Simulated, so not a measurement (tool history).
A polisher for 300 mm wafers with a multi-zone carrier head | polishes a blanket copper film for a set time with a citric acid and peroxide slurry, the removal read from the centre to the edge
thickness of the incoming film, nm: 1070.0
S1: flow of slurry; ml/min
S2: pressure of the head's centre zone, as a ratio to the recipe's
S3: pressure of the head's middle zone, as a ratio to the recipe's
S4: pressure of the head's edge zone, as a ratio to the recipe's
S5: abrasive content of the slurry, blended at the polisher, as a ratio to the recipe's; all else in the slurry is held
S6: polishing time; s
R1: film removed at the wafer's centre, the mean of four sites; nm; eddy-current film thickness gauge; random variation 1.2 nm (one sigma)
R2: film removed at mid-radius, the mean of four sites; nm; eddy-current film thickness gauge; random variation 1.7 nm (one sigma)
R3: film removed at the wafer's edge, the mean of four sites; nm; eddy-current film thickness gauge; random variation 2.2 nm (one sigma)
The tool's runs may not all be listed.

run  hour   S1    S2    S3    S4    S5  S6      R1      R2      R3
  1     0  320     1     1     1     1  87  181.97  184.32  191.31
  2   6.7  320     1     1     1  1.15  87  189.32  190.18  186.79
  3  11.6  320     1  0.98  0.98  1.15  85   183.3  183.13  185.27
  4  16.8  320     1  1.04  0.98  1.15  85  183.67  192.34  182.48
  5  24.7  320     1  1.04  0.92  1.15  85  184.65  191.88  177.82
  6  31.3  240     1  1.04  0.92  1.15  85  177.36  186.09  172.78
  7  37.9  240  1.01  1.02  0.91   1.1  84  175.21  178.57  167.93

The next listed run, before its measurement:
  8  41.6  240  1.02   1  0.9  1.1  84   ?   ?   ?

Run 8 gave R1 176.6 nm, R2 177.04 nm, R3 165.15 nm.
